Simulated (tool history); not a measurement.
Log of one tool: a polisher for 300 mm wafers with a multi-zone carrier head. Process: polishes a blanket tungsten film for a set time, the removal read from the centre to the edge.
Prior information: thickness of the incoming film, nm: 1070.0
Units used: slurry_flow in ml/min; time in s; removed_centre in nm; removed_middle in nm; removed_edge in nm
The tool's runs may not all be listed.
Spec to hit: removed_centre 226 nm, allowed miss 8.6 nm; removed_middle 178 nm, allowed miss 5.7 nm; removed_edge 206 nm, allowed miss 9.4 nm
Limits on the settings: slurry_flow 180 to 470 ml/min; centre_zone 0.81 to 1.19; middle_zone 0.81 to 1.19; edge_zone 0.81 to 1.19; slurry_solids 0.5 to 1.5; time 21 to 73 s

Run 1, hour 0: slurry_flow 300 ml/min, centre_zone 1, middle_zone 1, edge_zone 1, slurry_solids 1, time 47 s. Result: removed_centre 208.07 nm, removed_middle 206.81 nm, removed_edge 198.45 nm.
Run 2, hour 4.4: slurry_flow 300 ml/min, centre_zone 1.04, middle_zone 1, edge_zone 1, slurry_solids 1, time 47 s. Result: removed_centre 214.85 nm, removed_middle 201.99 nm, removed_edge 201.85 nm.
Run 3, hour 9.6: slurry_flow 300 ml/min, centre_zone 1.04, middle_zone 0.95, edge_zone 1, slurry_solids 1, time 47 s. Result: removed_centre 214.56 nm, removed_middle 198.42 nm, removed_edge 208.19 nm.
Run 4, hour 17.8: slurry_flow 300 ml/min, centre_zone 1.04, middle_zone 0.95, edge_zone 1, slurry_solids 1, time 42 s. Result: removed_centre 187.68 nm, removed_middle 178.65 nm, removed_edge 179.07 nm.
Run 5, hour 22.5: slurry_flow 300 ml/min, centre_zone 1.04, middle_zone 0.95, edge_zone 1.06, slurry_solids 1, time 42 s. Result: removed_centre 190.52 nm, removed_middle 179.04 nm, removed_edge 186.06 nm.
Run 6, hour 23.1: slurry_flow 300 ml/min, centre_zone 1.04, middle_zone 0.95, edge_zone 1.06, slurry_solids 1, time 38 s. Result: removed_centre 173.31 nm, removed_middle 157.83 nm, removed_edge 169.96 nm.
Run 7, hour 27.1: slurry_flow 305 ml/min, centre_zone 1.06, middle_zone 0.95, edge_zone 1.07, slurry_solids 1.05, time 38 s. Result: removed_centre 174.76 nm, removed_middle 160.78 nm, removed_edge 172.77 nm.
Run 8, hour 32.2: slurry_flow 310 ml/min, centre_zone 1.16, middle_zone 0.85, edge_zone 1.04, slurry_solids 1.3, time 45 s. Result: removed_centre 243.17 nm, removed_middle 186.07 nm, removed_edge 209.78 nm.

Pick the move, out of 4, that brings all results within their allowed miss; only one does.
Run A, hour 37.3: slurry_flow 470 ml/min, centre_zone 1.09, middle_zone 0.81, edge_zone 1.04, slurry_solids 1.25, time 44 s. Result: removed_centre ?, removed_middle ?, removed_edge ?.
Run B, hour 37.3: slurry_flow 325 ml/min, centre_zone 1.18, middle_zone 0.81, edge_zone 1.15, slurry_solids 1.4, time 41 s. Result: removed_centre ?, removed_middle ?, removed_edge ?.
Run C, hour 37.3: slurry_flow 285 ml/min, centre_zone 1.08, middle_zone 0.9, edge_zone 0.93, slurry_solids 1.3, time 42 s. Result: removed_centre ?, removed_middle ?, removed_edge ?.
Run D, hour 37.3: slurry_flow 300 ml/min, centre_zone 1.16, middle_zone 0.88, edge_zone 0.96, slurry_solids 1.4, time 42 s. Result: removed_centre ?, removed_middle ?, removed_edge ?.

move  removed_centre  removed_middle  removed_edge
   A          221.32          178.18        207.14
   B           221.6          165.04        203.16
   C          202.45          177.68        183.23
   D          221.58          177.97         189.2
A: all results in spec
B: meets the target for the result that was furthest off, but another lies outside its allowed miss
C: takes the result that was furthest off past its target
D: meets the target for the result that was furthest off, but another lies outside its allowed miss
Correct choice: A, which meets every target
